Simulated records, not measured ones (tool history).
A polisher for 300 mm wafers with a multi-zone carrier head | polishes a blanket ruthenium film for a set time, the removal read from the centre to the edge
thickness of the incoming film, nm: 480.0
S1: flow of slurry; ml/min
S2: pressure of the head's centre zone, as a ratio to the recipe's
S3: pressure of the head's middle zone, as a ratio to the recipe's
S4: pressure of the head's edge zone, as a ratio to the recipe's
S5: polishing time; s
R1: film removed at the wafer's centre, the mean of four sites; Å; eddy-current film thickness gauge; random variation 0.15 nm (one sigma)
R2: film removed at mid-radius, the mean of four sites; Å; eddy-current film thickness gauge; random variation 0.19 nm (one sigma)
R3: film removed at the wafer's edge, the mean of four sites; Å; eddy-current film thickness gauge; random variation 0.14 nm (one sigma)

run  hour   S1    S2    S3    S4  S5      R1      R2      R3
  1   0.0  275  1.00  1.00  1.00  36  268.03  267.29  276.93
  2   3.2  275  0.98  1.02  0.97  33  237.32  247.06  249.15
  3   7.4  275  0.98  0.94  0.97  33  243.98  232.85  248.78
  4  16.0  275  0.98  0.94  0.90  33  239.35  231.44  244.55
  5  19.4  275  0.98  1.02  0.90  33  241.36  245.82  239.99
  6  21.8  275  0.98  1.06  0.90  33  245.08  251.98  241.61
  7  24.5  275  0.96  1.08  0.88  30  214.14  237.67  215.03

Forecast run 8:
  8  29.1  275  0.95  1.08  0.87  28   ?   ?   ?

R1: 197.12 Å
R2: 224.54 Å
R3: 199.69 Å

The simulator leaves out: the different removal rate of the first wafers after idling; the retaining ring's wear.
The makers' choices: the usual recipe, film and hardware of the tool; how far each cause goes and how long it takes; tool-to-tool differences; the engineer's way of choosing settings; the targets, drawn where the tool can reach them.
